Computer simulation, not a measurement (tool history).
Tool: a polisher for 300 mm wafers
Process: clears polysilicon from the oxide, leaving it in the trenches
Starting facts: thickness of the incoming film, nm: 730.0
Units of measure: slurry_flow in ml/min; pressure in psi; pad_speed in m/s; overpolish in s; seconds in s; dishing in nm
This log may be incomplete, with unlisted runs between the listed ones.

run	hour	slurry_flow	pressure	pad_speed	overpolish	seconds	dishing
1	0.0	255	2.2	1.06	11	68.792	35.737
2	3.6	255	1.7	1.06	11	87.190	34.675
3	8.7	255	1.6	1.02	9	96.843	31.984
4	9.6	255	1.6	1.24	9	80.529	33.051
5	14.2	210	1.6	1.24	9	80.212	31.896
6	22.7	185	1.6	1.24	9	81.436	32.396

Predict the results of run 7:
7	24.9	180	1.5	1.20	8	?	?

seconds: 91.202 s
dishing: 29.877 nm

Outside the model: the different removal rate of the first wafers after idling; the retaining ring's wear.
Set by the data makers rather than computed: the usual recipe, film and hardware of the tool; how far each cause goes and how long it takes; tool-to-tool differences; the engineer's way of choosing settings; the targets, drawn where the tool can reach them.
